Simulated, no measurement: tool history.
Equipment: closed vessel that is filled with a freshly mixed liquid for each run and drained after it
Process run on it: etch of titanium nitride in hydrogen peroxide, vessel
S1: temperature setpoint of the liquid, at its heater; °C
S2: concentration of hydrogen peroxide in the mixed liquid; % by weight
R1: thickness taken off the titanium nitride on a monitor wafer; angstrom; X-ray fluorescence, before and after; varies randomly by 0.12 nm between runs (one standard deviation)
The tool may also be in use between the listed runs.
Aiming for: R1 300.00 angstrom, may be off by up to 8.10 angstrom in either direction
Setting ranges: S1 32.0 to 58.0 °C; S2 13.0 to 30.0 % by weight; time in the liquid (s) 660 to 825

{"run": 1, "hour": 0.0, "S1": 42.0, "S2": 24.0, "time in the liquid (s)": 825, "R1": 251.47}
{"run": 2, "hour": 3.4, "S1": 42.0, "S2": 24.0, "time in the liquid (s)": 825, "R1": 249.71}
{"run": 3, "hour": 10.9, "S1": 42.5, "S2": 24.0, "time in the liquid (s)": 825, "R1": 261.62}
{"run": 4, "hour": 20.2, "S1": 42.5, "S2": 20.5, "time in the liquid (s)": 825, "R1": 252.24}
{"run": 5, "hour": 27.8, "S1": 42.5, "S2": 17.0, "time in the liquid (s)": 825, "R1": 240.14}
{"run": 6, "hour": 32.9, "S1": 42.5, "S2": 17.0, "time in the liquid (s)": 825, "R1": 243.19}
{"run": 7, "hour": 41.7, "S1": 43.0, "S2": 17.0, "time in the liquid (s)": 825, "R1": 251.65}
{"run": 8, "hour": 48.7, "S1": 43.5, "S2": 17.0, "time in the liquid (s)": 825, "R1": 262.43}
{"run": 9, "hour": 57.5, "S1": 44.0, "S2": 17.0, "time in the liquid (s)": 825, "R1": 270.39}
{"run": 10, "hour": 62.6, "S1": 44.5, "S2": 17.0, "time in the liquid (s)": 825, "R1": 283.92}

Below are 4 possible settings for the next run. Only one of them brings all results inside the allowed miss of their targets. Which is it?
{"run": "A", "hour": 67.7, "S1": 46.5, "S2": 16.0, "time in the liquid (s)": 825, "R1": "?"}
{"run": "B", "hour": 67.7, "S1": 45.5, "S2": 15.5, "time in the liquid (s)": 825, "R1": "?"}
{"run": "C", "hour": 67.7, "S1": 46.0, "S2": 18.5, "time in the liquid (s)": 815, "R1": "?"}
{"run": "D", "hour": 67.7, "S1": 47.5, "S2": 16.0, "time in the liquid (s)": 755, "R1": "?"}

move=A R1=321.49
move=B R1=296.55
move=C R1=315.65
move=D R1=316.69
A: carries the result that was furthest off beyond its target, to the other side
B: meets every target
C: carries the result that was furthest off beyond its target, to the other side
D: carries the result that was furthest off beyond its target, to the other side
The right move is B.
